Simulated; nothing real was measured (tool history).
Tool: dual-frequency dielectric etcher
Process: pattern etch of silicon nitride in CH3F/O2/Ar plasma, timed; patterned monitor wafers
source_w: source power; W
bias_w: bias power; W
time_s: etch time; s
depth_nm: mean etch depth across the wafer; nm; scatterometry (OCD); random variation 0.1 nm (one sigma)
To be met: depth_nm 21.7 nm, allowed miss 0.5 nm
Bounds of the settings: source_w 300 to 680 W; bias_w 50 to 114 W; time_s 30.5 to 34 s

run 1 hour=0 | source_w=490 bias_w=82 time_s=34 | depth_nm=25.887
run 2 hour=7.4 | source_w=490 bias_w=68 time_s=34 | depth_nm=23.939
run 3 hour=10.5 | source_w=540 bias_w=68 time_s=34 | depth_nm=25.305
run 4 hour=14 | source_w=540 bias_w=82 time_s=34 | depth_nm=27.316
run 5 hour=20.3 | source_w=490 bias_w=81 time_s=34 | depth_nm=25.544
run 6 hour=25.1 | source_w=460 bias_w=80 time_s=34 | depth_nm=24.529
run 7 hour=32.7 | source_w=440 bias_w=79 time_s=34 | depth_nm=23.999
run 8 hour=36.2 | source_w=420 bias_w=78 time_s=34 | depth_nm=23.168
run 9 hour=38.4 | source_w=360 bias_w=76 time_s=34 | depth_nm=20.775
run 10 hour=43.4 | source_w=370 bias_w=76 time_s=34 | depth_nm=21.197

Which of these 5 next moves meets every target?
run A hour=48.4 | source_w=340 bias_w=90 time_s=34 | depth_nm=?
run B hour=48.4 | source_w=390 bias_w=68 time_s=33.5 | depth_nm=?
run C hour=48.4 | source_w=340 bias_w=81 time_s=34 | depth_nm=?
run D hour=48.4 | source_w=390 bias_w=70 time_s=33 | depth_nm=?
run E hour=48.4 | source_w=390 bias_w=77 time_s=32 | depth_nm=?

move=A depth_nm=21.481
move=B depth_nm=20.632
move=C depth_nm=20.564
move=D depth_nm=20.561
move=E depth_nm=20.717
A: meets every target
B: further off than the last run
C: further off than the last run
D: further off than the last run
E: further off than the last run
Answer: A
